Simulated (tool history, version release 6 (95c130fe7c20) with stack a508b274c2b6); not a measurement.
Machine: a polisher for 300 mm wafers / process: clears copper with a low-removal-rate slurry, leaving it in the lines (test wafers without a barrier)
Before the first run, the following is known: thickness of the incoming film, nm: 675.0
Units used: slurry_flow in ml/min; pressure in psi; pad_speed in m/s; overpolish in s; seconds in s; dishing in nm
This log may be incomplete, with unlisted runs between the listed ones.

run 1 hour=0.0 | slurry_flow=160 pressure=3.4 pad_speed=1.42 slurry_solids=1.0 overpolish=23 | seconds=148.69 dishing=59.030
run 2 hour=8.2 | slurry_flow=160 pressure=2.8 pad_speed=1.42 slurry_solids=1.0 overpolish=23 | seconds=177.75 dishing=51.939
run 3 hour=9.7 | slurry_flow=160 pressure=2.0 pad_speed=1.42 slurry_solids=1.0 overpolish=23 | seconds=239.37 dishing=40.813
run 4 hour=10.7 | slurry_flow=160 pressure=2.0 pad_speed=1.60 slurry_solids=1.0 overpolish=23 | seconds=221.69 dishing=43.882
run 5 hour=14.8 | slurry_flow=160 pressure=2.2 pad_speed=1.60 slurry_solids=1.0 overpolish=23 | seconds=196.77 dishing=47.076
run 6 hour=21.6 | slurry_flow=160 pressure=2.2 pad_speed=1.76 slurry_solids=1.0 overpolish=23 | seconds=182.64 dishing=49.077

For run 7, what comes out?
run 7 hour=28.1 | slurry_flow=160 pressure=2.4 pad_speed=1.76 slurry_solids=1.0 overpolish=23 | seconds=? dishing=?

seconds: 168.31 s
dishing: 52.420 nm
